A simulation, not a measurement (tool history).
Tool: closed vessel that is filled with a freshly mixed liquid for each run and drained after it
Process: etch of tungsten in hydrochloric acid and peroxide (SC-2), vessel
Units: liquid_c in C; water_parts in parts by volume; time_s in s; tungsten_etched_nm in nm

run  hour  liquid_c  water_parts  time_s  tungsten_etched_nm
  1   0.0      59.0         10.5      75              32.481
  2   1.1      64.5         10.5      75              45.102
  3   8.2      58.5         10.5      75              31.770
  4   9.2      55.5         10.5      75              25.819
  5  14.3      53.5         10.5      75              22.754
  6  18.4      46.5         10.5      75              14.349

Run 7 comes next. What will it give?
  7  20.8      47.0         10.5      75                   ?

Run 7 gave tungsten_etched_nm 14.750 nm.
